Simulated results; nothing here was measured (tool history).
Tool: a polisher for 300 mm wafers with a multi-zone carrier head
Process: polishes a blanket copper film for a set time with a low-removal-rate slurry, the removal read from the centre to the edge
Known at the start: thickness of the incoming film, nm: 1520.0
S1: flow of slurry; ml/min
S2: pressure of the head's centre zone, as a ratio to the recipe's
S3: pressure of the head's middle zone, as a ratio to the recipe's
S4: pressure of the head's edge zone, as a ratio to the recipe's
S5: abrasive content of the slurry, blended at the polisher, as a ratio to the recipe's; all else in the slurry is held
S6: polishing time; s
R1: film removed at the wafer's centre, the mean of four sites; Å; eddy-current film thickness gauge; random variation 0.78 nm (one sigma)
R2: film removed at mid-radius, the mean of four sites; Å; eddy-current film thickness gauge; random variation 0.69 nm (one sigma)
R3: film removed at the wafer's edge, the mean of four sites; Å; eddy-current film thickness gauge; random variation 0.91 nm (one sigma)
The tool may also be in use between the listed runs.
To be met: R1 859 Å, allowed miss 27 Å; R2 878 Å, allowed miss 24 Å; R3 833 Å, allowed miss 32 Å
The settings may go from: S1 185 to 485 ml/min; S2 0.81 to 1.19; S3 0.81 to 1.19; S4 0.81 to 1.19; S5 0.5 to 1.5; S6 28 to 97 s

| run | day | S1 | S2 | S3 | S4 | S5 | S6 | R1 | R2 | R3 |
|---|---|---|---|---|---|---|---|---|---|---|
| 1 | 0 | 310 | 1 | 1 | 1 | 1 | 62 | 1208.9 | 1202.1 | 1183.4 |
| 2 | 0.112 | 310 | 1 | 1 | 1 | 1.15 | 62 | 1231.1 | 1255.8 | 1230.8 |
| 3 | 0.196 | 310 | 0.94 | 1 | 1 | 1.15 | 62 | 1157.6 | 1244.2 | 1234.9 |
| 4 | 0.417 | 310 | 0.94 | 1 | 0.95 | 1.15 | 62 | 1171.3 | 1246.3 | 1194.9 |
| 5 | 0.596 | 310 | 0.94 | 1 | 0.95 | 1.3 | 62 | 1183.4 | 1247.5 | 1226.5 |
| 6 | 0.942 | 310 | 0.94 | 1 | 1.03 | 1.3 | 62 | 1193 | 1266.2 | 1273.9 |
| 7 | 1.242 | 310 | 0.94 | 0.99 | 1 | 1.2 | 60 | 1148.1 | 1204.2 | 1198.9 |
| 8 | 1.492 | 310 | 0.93 | 0.98 | 0.98 | 1.1 | 58 | 1070.4 | 1129.1 | 1121.7 |
| 9 | 1.638 | 310 | 0.93 | 0.98 | 0.98 | 1.1 | 58 | 1070.9 | 1136.1 | 1123.3 |
| 10 | 1.979 | 310 | 0.93 | 0.97 | 0.96 | 1 | 57 | 1015.6 | 1076.9 | 1079.7 |
| 11 | 2.329 | 310 | 0.93 | 0.97 | 0.96 | 1 | 57 | 1024.2 | 1077.1 | 1091.7 |
| 12 | 2.45 | 310 | 0.94 | 0.98 | 0.94 | 0.95 | 55 | 981.98 | 1037.6 | 1019.5 |
| 13 | 2.575 | 310 | 0.95 | 0.98 | 0.92 | 0.9 | 54 | 994.56 | 993.22 | 987.23 |
| 14 | 2.762 | 310 | 0.94 | 0.99 | 0.9 | 0.85 | 54 | 961.54 | 1018.6 | 961.53 |
| 15 | 3.104 | 305 | 0.94 | 0.98 | 0.89 | 0.8 | 54 | 942.09 | 972.28 | 940.74 |
| 16 | 3.346 | 300 | 0.94 | 0.98 | 0.88 | 0.75 | 54 | 932.63 | 965.57 | 917.28 |
| 17 | 3.517 | 290 | 0.94 | 0.97 | 0.87 | 0.75 | 54 | 920.23 | 971.59 | 920.91 |
| 18 | 3.771 | 285 | 0.94 | 0.96 | 0.86 | 0.7 | 54 | 898.61 | 934.76 | 905.54 |

Which of these 4 next moves meets every target?
| A | 4.025 | 465 | 0.95 | 0.97 | 0.88 | 1 | 45 | ? | ? | ? |
| B | 4.025 | 205 | 1.04 | 0.96 | 0.81 | 0.65 | 53 | ? | ? | ? |
| C | 4.025 | 260 | 0.89 | 0.88 | 0.92 | 0.75 | 54 | ? | ? | ? |
| D | 4.025 | 260 | 0.85 | 1.04 | 0.86 | 0.65 | 52 | ? | ? | ? |

| move | R1 | R2 | R3 |
|---|---|---|---|
| A | 861.65 | 884.04 | 840.4 |
| B | 935.04 | 875.41 | 826.38 |
| C | 864.82 | 879.13 | 935.69 |
| D | 774.22 | 947.52 | 849.31 |
A: meets every target
B: brings the result that was furthest off to its target, and leaves another outside
C: brings the result that was furthest off to its target, and leaves another outside
D: further off than the last run
The right move is A.
